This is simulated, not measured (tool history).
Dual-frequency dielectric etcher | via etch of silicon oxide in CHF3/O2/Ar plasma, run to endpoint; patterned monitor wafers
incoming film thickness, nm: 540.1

run  hour  source power (W)  bias power (W)  endpoint time (s)
  1   0.0               720             146             295.24
  2   1.3               720             156             287.58
  3   8.8               650             156             303.56
  4  14.7               650             139             321.41
  5  17.1               620             138             328.74
  6  21.5               620             153             315.68
  7  22.9               480             124             401.87
  8  28.9               590             128             348.71
  9  35.2               590             128             344.54
 10  37.6               480             118             408.59
 11  41.2               500             119             395.14
 12  46.2               510             119             392.37
 13  49.7               610             128             339.81
 14  54.8               600             127             345.86
 15  58.6               590             127             348.37

Forecast run 16:
 16  63.6               580             127                  ?

Run 16 gave endpoint time (s) 353.62.

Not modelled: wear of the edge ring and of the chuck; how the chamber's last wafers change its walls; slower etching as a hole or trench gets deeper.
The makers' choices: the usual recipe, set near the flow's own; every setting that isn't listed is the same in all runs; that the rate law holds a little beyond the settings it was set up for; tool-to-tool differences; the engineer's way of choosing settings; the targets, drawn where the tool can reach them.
